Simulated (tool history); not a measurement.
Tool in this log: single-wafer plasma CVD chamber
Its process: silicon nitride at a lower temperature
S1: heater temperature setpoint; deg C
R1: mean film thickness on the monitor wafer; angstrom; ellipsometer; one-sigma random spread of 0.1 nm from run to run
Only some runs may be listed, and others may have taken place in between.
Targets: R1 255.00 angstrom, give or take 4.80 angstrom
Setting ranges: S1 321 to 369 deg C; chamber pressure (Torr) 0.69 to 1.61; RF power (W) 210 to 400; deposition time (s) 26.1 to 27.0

Run 1, day 0.000: S1 345 deg C, chamber pressure (Torr) 1.15, RF power (W) 305, deposition time (s) 26.1. Result: R1 302.74 angstrom.
Run 2, day 0.279: S1 345 deg C, chamber pressure (Torr) 1.15, RF power (W) 305, deposition time (s) 27.0. Result: R1 313.94 angstrom.
Run 3, day 0.529: S1 345 deg C, chamber pressure (Torr) 1.11, RF power (W) 300, deposition time (s) 27.0. Result: R1 309.00 angstrom.
Run 4, day 0.729: S1 345 deg C, chamber pressure (Torr) 1.07, RF power (W) 295, deposition time (s) 27.0. Result: R1 300.27 angstrom.
Run 5, day 1.029: S1 354 deg C, chamber pressure (Torr) 1.07, RF power (W) 295, deposition time (s) 27.0. Result: R1 300.65 angstrom.
Run 6, day 1.150: S1 364 deg C, chamber pressure (Torr) 1.07, RF power (W) 295, deposition time (s) 27.0. Result: R1 298.32 angstrom.
Run 7, day 1.175: S1 364 deg C, chamber pressure (Torr) 1.04, RF power (W) 290, deposition time (s) 27.0. Result: R1 288.80 angstrom.
Run 8, day 1.533: S1 364 deg C, chamber pressure (Torr) 1.00, RF power (W) 290, deposition time (s) 27.0. Result: R1 286.11 angstrom.
Run 9, day 1.829: S1 364 deg C, chamber pressure (Torr) 0.97, RF power (W) 290, deposition time (s) 27.0. Result: R1 282.53 angstrom.
Run 10, day 1.904: S1 364 deg C, chamber pressure (Torr) 0.94, RF power (W) 290, deposition time (s) 27.0. Result: R1 277.99 angstrom.
Run 11, day 2.125: S1 364 deg C, chamber pressure (Torr) 0.92, RF power (W) 290, deposition time (s) 27.0. Result: R1 274.25 angstrom.
Run 12, day 2.212: S1 364 deg C, chamber pressure (Torr) 0.90, RF power (W) 290, deposition time (s) 27.0. Result: R1 270.45 angstrom.
Run 13, day 2.371: S1 364 deg C, chamber pressure (Torr) 0.89, RF power (W) 290, deposition time (s) 27.0. Result: R1 270.84 angstrom.
Run 14, day 2.571: S1 364 deg C, chamber pressure (Torr) 0.88, RF power (W) 290, deposition time (s) 27.0. Result: R1 267.18 angstrom.

Of the 4 settings listed for the next run, only one would bring every result within its allowed miss of target. Which one?
Run A, day 2.771: S1 366 deg C, chamber pressure (Torr) 0.93, RF power (W) 270, deposition time (s) 26.1. Result: R1 ?.
Run B, day 2.771: S1 368 deg C, chamber pressure (Torr) 0.85, RF power (W) 275, deposition time (s) 26.1. Result: R1 ?.
Run C, day 2.771: S1 363 deg C, chamber pressure (Torr) 0.97, RF power (W) 260, deposition time (s) 27.0. Result: R1 ?.
Run D, day 2.771: S1 363 deg C, chamber pressure (Torr) 0.90, RF power (W) 290, deposition time (s) 26.7. Result: R1 ?.

move      R1
   A  257.50
   B  248.27
   C  266.79
   D  269.64
A: every result within its allowed miss
B: takes the result that was furthest off past its target
C: as far off as the last run
D: moves away from the targets compared with the last run
Answer: A
